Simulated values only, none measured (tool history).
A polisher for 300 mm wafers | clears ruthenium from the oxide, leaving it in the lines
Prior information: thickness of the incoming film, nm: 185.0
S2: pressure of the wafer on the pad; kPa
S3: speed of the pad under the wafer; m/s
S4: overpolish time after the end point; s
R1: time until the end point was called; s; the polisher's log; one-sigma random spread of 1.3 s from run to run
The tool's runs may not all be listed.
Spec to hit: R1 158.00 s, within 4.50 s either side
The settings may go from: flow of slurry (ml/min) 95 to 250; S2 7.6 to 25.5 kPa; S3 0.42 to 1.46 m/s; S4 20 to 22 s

Run 1, day 0.000: flow of slurry (ml/min) 160, S2 16.5 kPa, S3 0.94 m/s, S4 20 s. Result: R1 124.57 s.
Run 2, day 0.200: flow of slurry (ml/min) 160, S2 16.5 kPa, S3 0.94 m/s, S4 20 s. Result: R1 125.17 s.
Run 3, day 0.404: flow of slurry (ml/min) 155, S2 15.9 kPa, S3 0.94 m/s, S4 20 s. Result: R1 129.24 s.
Run 4, day 0.692: flow of slurry (ml/min) 175, S2 15.9 kPa, S3 0.94 m/s, S4 20 s. Result: R1 129.15 s.
Run 5, day 1.029: flow of slurry (ml/min) 215, S2 15.9 kPa, S3 0.94 m/s, S4 20 s. Result: R1 123.16 s.
Run 6, day 1.271: flow of slurry (ml/min) 210, S2 15.2 kPa, S3 0.94 m/s, S4 20 s. Result: R1 131.16 s.
Run 7, day 1.488: flow of slurry (ml/min) 210, S2 14.5 kPa, S3 0.94 m/s, S4 20 s. Result: R1 135.77 s.
Run 8, day 1.633: flow of slurry (ml/min) 205, S2 14.5 kPa, S3 0.94 m/s, S4 20 s. Result: R1 134.91 s.
Run 9, day 1.671: flow of slurry (ml/min) 200, S2 13.8 kPa, S3 0.94 m/s, S4 20 s. Result: R1 142.55 s.
Run 10, day 1.925: flow of slurry (ml/min) 195, S2 13.8 kPa, S3 0.94 m/s, S4 20 s. Result: R1 146.51 s.
Run 11, day 2.296: flow of slurry (ml/min) 190, S2 13.8 kPa, S3 0.94 m/s, S4 20 s. Result: R1 144.21 s.
Run 12, day 2.358: flow of slurry (ml/min) 185, S2 13.8 kPa, S3 0.94 m/s, S4 20 s. Result: R1 147.00 s.
Run 13, day 2.429: flow of slurry (ml/min) 180, S2 13.8 kPa, S3 0.94 m/s, S4 20 s. Result: R1 146.12 s.
Run 14, day 2.625: flow of slurry (ml/min) 175, S2 13.8 kPa, S3 0.94 m/s, S4 20 s. Result: R1 147.32 s.

Below are 5 possible settings for the next run. Only one of them brings all results inside the allowed miss of their targets. Which is it?
Run A, day 2.821: flow of slurry (ml/min) 150, S2 12.4 kPa, S3 0.90 m/s, S4 20 s. Result: R1 ?.
Run B, day 2.821: flow of slurry (ml/min) 190, S2 14.5 kPa, S3 0.86 m/s, S4 21 s. Result: R1 ?.
Run C, day 2.821: flow of slurry (ml/min) 205, S2 15.2 kPa, S3 0.84 m/s, S4 22 s. Result: R1 ?.
Run D, day 2.821: flow of slurry (ml/min) 170, S2 14.5 kPa, S3 0.84 m/s, S4 20 s. Result: R1 ?.
Run E, day 2.821: flow of slurry (ml/min) 160, S2 15.9 kPa, S3 0.92 m/s, S4 20 s. Result: R1 ?.

move      R1
   A  174.95
   B  151.46
   C  146.56
   D  157.66
   E  133.60
A: carries the result that was furthest off beyond its target, to the other side
B: closes in on the targets versus the last run, not all within tolerance yet
C: its largest miss is bigger than the last run's
D: every result within its allowed miss
E: its largest miss is bigger than the last run's
Answer: D

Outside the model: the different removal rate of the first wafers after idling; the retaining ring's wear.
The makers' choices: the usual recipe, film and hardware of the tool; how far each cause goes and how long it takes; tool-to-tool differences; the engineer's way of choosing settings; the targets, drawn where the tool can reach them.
